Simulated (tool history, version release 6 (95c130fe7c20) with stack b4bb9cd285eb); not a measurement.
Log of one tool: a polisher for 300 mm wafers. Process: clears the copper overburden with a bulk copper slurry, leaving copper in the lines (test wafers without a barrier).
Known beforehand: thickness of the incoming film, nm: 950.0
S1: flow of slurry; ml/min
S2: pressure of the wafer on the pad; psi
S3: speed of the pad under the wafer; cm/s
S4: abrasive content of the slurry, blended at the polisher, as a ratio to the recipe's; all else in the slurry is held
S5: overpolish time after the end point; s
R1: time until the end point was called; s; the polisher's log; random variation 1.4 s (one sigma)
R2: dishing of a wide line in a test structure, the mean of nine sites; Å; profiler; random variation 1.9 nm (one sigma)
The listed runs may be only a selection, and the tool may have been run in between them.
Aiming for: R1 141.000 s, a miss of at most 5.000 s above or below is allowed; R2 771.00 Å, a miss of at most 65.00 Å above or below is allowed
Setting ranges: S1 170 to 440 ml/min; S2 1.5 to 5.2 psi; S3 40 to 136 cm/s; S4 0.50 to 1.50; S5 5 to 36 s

Run 1, hour 0.0: S1 280 ml/min, S2 3.3 psi, S3 88 cm/s, S4 1.00, S5 18 s. Result: R1 103.270 s, R2 858.03 Å.
Run 2, hour 7.1: S1 280 ml/min, S2 3.3 psi, S3 106 cm/s, S4 1.00, S5 18 s. Result: R1 88.931 s, R2 957.57 Å.
Run 3, hour 14.6: S1 280 ml/min, S2 2.8 psi, S3 106 cm/s, S4 1.00, S5 19 s. Result: R1 99.322 s, R2 899.88 Å.
Run 4, hour 18.2: S1 280 ml/min, S2 2.3 psi, S3 106 cm/s, S4 1.00, S5 19 s. Result: R1 108.630 s, R2 812.37 Å.
Run 5, hour 25.5: S1 280 ml/min, S2 2.0 psi, S3 102 cm/s, S4 1.00, S5 20 s. Result: R1 121.100 s, R2 773.51 Å.
Run 6, hour 27.7: S1 280 ml/min, S2 2.8 psi, S3 102 cm/s, S4 1.00, S5 20 s. Result: R1 101.960 s, R2 891.96 Å.
Run 7, hour 31.8: S1 280 ml/min, S2 2.4 psi, S3 100 cm/s, S4 1.00, S5 21 s. Result: R1 110.550 s, R2 908.26 Å.
Run 8, hour 36.5: S1 280 ml/min, S2 2.1 psi, S3 98 cm/s, S4 1.00, S5 21 s. Result: R1 120.320 s, R2 843.54 Å.
Run 9, hour 40.8: S1 280 ml/min, S2 1.9 psi, S3 96 cm/s, S4 1.00, S5 21 s. Result: R1 130.300 s, R2 785.09 Å.
Run 10, hour 47.1: S1 280 ml/min, S2 1.8 psi, S3 96 cm/s, S4 1.00, S5 21 s. Result: R1 133.590 s, R2 778.31 Å.

Which single option among these 5 for the next run brings every result within its allowed miss of target? Just one does.
Run A, hour 53.4: S1 295 ml/min, S2 1.7 psi, S3 82 cm/s, S4 0.95, S5 21 s. Result: R1 ?, R2 ?.
Run B, hour 53.4: S1 255 ml/min, S2 1.5 psi, S3 98 cm/s, S4 0.80, S5 17 s. Result: R1 ?, R2 ?.
Run C, hour 53.4: S1 265 ml/min, S2 1.5 psi, S3 92 cm/s, S4 1.00, S5 20 s. Result: R1 ?, R2 ?.
Run D, hour 53.4: S1 250 ml/min, S2 1.8 psi, S3 90 cm/s, S4 1.10, S5 23 s. Result: R1 ?, R2 ?.
Run E, hour 53.4: S1 235 ml/min, S2 1.7 psi, S3 82 cm/s, S4 1.10, S5 21 s. Result: R1 ?, R2 ?.

move       R1      R2
   A  154.840  695.11
   B  148.930  608.05
   C  149.670  682.98
   D  139.280  800.23
   E  154.610  695.87
A: takes the result that was furthest off past its target
B: takes the result that was furthest off past its target
C: takes the result that was furthest off past its target
D: hits every target within its allowed miss
E: takes the result that was furthest off past its target
So the answer is move D, the one that meets all the targets.
